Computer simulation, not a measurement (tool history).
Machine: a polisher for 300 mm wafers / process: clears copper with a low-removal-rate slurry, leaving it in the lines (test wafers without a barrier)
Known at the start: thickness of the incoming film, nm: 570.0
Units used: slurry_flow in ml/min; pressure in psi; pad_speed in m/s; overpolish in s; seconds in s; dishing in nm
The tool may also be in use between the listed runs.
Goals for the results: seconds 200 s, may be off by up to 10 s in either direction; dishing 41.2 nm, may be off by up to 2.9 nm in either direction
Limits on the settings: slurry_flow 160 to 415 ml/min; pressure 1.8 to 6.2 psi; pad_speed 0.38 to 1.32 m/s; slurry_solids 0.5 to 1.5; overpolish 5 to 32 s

run  hour  slurry_flow  pressure  pad_speed  slurry_solids  overpolish  seconds  dishing
  1     0          265         4       0.84              1          16    146.7   35.688
  2   3.6          265       3.8       0.84              1          18    152.1   38.991
  3   5.1          195       3.8       0.84              1          18   159.47   36.552
  4   8.9          195       3.1       0.84              1          18   183.84   32.307
  5  16.2          195         3       0.84              1          19   192.19   33.905
  6  24.2          195         3       0.84              1          20   195.06    34.84
  7  30.4          195         3       0.84              1          21   196.53   35.906
  8  35.8          195         3       0.84              1          22    194.5   36.185

Below are 4 possible settings for the next run. Only one of them brings all results inside the allowed miss of their targets. Which is it?
  A  41.2          195       3.1       0.86           1.05          24        ?        ?
  B  41.2          165       3.4       0.76           0.85          26        ?        ?
  C  41.2          180       2.9       0.96           1.05          24        ?        ?
  D  41.2          205       3.4        0.8              1          25        ?        ?

move  seconds  dishing
   A   178.09   40.398
   B   200.28   39.684
   C   170.32   41.351
   D   178.44   41.722
A: brings the result that was furthest off to its target, and leaves another outside
B: in spec on every target
C: brings the result that was furthest off to its target, and leaves another outside
D: brings the result that was furthest off to its target, and leaves another outside
B is the move that brings every result within its allowed miss.
